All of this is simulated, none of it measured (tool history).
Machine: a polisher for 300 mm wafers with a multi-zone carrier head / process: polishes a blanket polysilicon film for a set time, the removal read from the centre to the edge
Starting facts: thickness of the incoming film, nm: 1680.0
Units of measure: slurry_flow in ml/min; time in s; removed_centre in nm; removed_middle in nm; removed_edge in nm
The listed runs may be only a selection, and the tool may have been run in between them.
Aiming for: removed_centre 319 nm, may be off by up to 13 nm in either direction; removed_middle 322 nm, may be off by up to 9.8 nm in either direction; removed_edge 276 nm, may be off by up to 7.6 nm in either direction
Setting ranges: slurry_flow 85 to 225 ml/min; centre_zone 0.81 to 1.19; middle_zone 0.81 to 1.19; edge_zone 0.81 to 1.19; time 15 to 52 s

run  hour  slurry_flow  centre_zone  middle_zone  edge_zone  time  removed_centre  removed_middle  removed_edge
  1     0          145            1            1          1    33          248.32          248.74        247.49
  2   4.9          145            1            1          1    40          303.96          300.09        298.71
  3   5.6          115            1            1          1    40          280.93          284.09        291.79
  4   8.2          115            1            1       0.92    40          288.17           279.5        277.21
  5    12          115            1            1       0.89    40          286.69          283.11        272.79
  6  17.3          115            1            1       0.89    48          343.61          342.44        326.79
  7  24.7          115         1.01         1.02       0.87    47          339.29          340.93        316.48
  8  32.9          115         1.02         1.03       0.86    46          338.91          332.48        307.73

4 candidate next runs follow, results not yet known. Just one meets every target within its allowed miss. Identify it.
  A  41.1          130         1.04         1.19       0.81    39               ?               ?             ?
  B  41.1          100         1.04         0.92       0.98    50               ?               ?             ?
  C  41.1          110         1.06          1.1       0.83    42               ?               ?             ?
  D  41.1          170         1.08         1.14       0.81    37               ?               ?             ?

move  removed_centre  removed_middle  removed_edge
   A          303.83          329.06         260.4
   B          356.35          314.01        346.75
   C          316.41           316.3        274.87
   D           319.2          318.47        257.61
A: takes the result that was furthest off past its target
B: misses by more than the last run did
C: meets every target
D: takes the result that was furthest off past its target
Correct choice: C, which meets every target
